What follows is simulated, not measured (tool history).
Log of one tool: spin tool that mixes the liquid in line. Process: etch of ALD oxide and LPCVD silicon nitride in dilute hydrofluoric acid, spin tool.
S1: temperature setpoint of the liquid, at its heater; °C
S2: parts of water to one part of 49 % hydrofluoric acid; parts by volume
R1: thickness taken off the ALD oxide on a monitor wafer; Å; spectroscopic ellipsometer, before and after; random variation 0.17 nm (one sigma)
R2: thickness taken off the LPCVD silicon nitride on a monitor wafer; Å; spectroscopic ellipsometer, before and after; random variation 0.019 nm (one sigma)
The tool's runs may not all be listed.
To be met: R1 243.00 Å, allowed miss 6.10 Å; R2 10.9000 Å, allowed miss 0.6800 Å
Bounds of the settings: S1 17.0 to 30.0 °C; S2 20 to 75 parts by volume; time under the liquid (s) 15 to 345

{"run": 1, "day": 0.0, "S1": 22.0, "S2": 45, "time under the liquid (s)": 175, "R1": 379.37, "R2": 16.316}
{"run": 2, "day": 0.142, "S1": 22.0, "S2": 50, "time under the liquid (s)": 175, "R1": 336.51, "R2": 14.641}
{"run": 3, "day": 0.167, "S1": 22.0, "S2": 35, "time under the liquid (s)": 175, "R1": 483.94, "R2": 20.76}
{"run": 4, "day": 0.454, "S1": 22.0, "S2": 35, "time under the liquid (s)": 145, "R1": 401.03, "R2": 16.611}
{"run": 5, "day": 0.504, "S1": 22.0, "S2": 20, "time under the liquid (s)": 145, "R1": 719.66, "R2": 29.746}
{"run": 6, "day": 0.754, "S1": 22.0, "S2": 20, "time under the liquid (s)": 175, "R1": 873.66, "R2": 36.568}
{"run": 7, "day": 1.033, "S1": 20.0, "S2": 35, "time under the liquid (s)": 180, "R1": 455.71, "R2": 19.067}
{"run": 8, "day": 1.075, "S1": 19.0, "S2": 40, "time under the liquid (s)": 180, "R1": 383.26, "R2": 15.299}
{"run": 9, "day": 1.146, "S1": 19.5, "S2": 45, "time under the liquid (s)": 185, "R1": 354.14, "R2": 14.895}
{"run": 10, "day": 1.304, "S1": 19.0, "S2": 50, "time under the liquid (s)": 185, "R1": 306.64, "R2": 12.556}
{"run": 11, "day": 1.483, "S1": 19.0, "S2": 55, "time under the liquid (s)": 185, "R1": 279.8, "R2": 11.86}
{"run": 12, "day": 1.588, "S1": 19.0, "S2": 60, "time under the liquid (s)": 190, "R1": 264.11, "R2": 11.016}
{"run": 13, "day": 1.958, "S1": 19.5, "S2": 60, "time under the liquid (s)": 190, "R1": 271.9, "R2": 11.329}

4 next moves are on the table. One of them brings every result within its allowed miss. Which?
{"run": "A", "day": 2.329, "S1": 17.0, "S2": 55, "time under the liquid (s)": 175, "R1": "?", "R2": "?"}
{"run": "B", "day": 2.329, "S1": 17.0, "S2": 55, "time under the liquid (s)": 215, "R1": "?", "R2": "?"}
{"run": "C", "day": 2.329, "S1": 17.0, "S2": 45, "time under the liquid (s)": 150, "R1": "?", "R2": "?"}
{"run": "D", "day": 2.329, "S1": 22.0, "S2": 65, "time under the liquid (s)": 170, "R1": "?", "R2": "?"}

move=A R1=242.71 R2=9.3520
move=B R1=298.19 R2=11.4900
move=C R1=257.12 R2=9.7347
move=D R1=243.68 R2=10.9270
A: brings the result that was furthest off to its target, and leaves another outside
B: further off than the last run
C: nearer than the last run, and not there yet
D: meets every target
Answer: D

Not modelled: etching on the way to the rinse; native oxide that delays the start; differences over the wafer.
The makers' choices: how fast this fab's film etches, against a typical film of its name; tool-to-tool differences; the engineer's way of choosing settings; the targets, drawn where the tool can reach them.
